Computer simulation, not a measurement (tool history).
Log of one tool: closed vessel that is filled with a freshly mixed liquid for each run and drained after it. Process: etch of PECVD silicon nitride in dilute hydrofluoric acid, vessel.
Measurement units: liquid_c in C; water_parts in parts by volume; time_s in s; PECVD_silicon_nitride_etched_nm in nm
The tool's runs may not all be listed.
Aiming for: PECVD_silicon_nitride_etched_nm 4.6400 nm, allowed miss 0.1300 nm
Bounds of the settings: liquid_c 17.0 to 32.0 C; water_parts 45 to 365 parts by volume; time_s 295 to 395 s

run	hour	liquid_c	water_parts	time_s	PECVD_silicon_nitride_etched_nm
1	0.0	24.0	205	395	7.2689
2	5.6	21.0	205	395	5.9347
3	11.3	20.5	205	395	5.8056
4	17.9	22.0	205	395	6.3940
5	20.2	22.0	205	395	6.4363
6	22.9	22.0	145	395	8.9518
7	29.9	21.5	155	395	8.1476
8	35.1	17.5	220	390	4.4058

4 next moves are on the table. One of them brings every result within its allowed miss. Which?
A	40.3	19.5	215	320	?
B	40.3	18.5	210	370	?
C	40.3	17.0	225	365	?
D	40.3	18.0	245	375	?

move	PECVD_silicon_nitride_etched_nm
A	4.1786
B	4.6272
C	3.8659
D	3.9123
A: the biggest miss grows against the last run
B: each result inside its tolerance
C: the biggest miss grows against the last run
D: the biggest miss grows against the last run
B meets every target.
